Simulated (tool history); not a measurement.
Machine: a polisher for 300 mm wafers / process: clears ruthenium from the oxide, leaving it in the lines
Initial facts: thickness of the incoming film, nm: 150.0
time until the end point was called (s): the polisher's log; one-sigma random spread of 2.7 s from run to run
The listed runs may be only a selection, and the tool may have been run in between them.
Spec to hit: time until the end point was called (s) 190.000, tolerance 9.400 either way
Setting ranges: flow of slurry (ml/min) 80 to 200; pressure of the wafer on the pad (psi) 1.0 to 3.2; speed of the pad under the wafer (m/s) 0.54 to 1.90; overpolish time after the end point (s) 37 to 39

run,hour,flow of slurry (ml/min),pressure of the wafer on the pad (psi),speed of the pad under the wafer (m/s),overpolish time after the end point (s),time until the end point was called (s)
1,0.0,130,2.1,1.22,37,106.250
2,9.0,110,2.1,1.22,37,106.690
3,13.8,110,2.1,1.22,39,107.030
4,17.7,110,2.1,1.36,39,98.407
5,22.2,110,1.9,1.32,39,113.060
# hour 30.5: worn pad replaced by a new one
6,30.5,110,1.9,1.12,39,122.980
7,35.3,110,1.8,1.10,39,129.360
8,41.7,110,1.7,1.08,39,138.160
9,45.2,105,1.1,1.04,39,220.930

Which single option among these 5 for the next run brings every result within its allowed miss of target? Just one does.
A,48.7,110,1.0,0.86,39,?
B,48.7,90,1.4,1.14,38,?
C,48.7,140,1.3,0.90,39,?
D,48.7,110,1.3,1.02,38,?
E,48.7,105,1.4,1.06,39,?

move,time until the end point was called (s)
A,286.980
B,162.960
C,208.260
D,190.030
E,171.580
A: the biggest miss grows against the last run
B: takes the biggest miss from the last run beyond its target
C: closes in on the targets versus the last run, not all within tolerance yet
D: every result within its allowed miss
E: takes the biggest miss from the last run beyond its target
So the answer is move D, the one that meets all the targets.
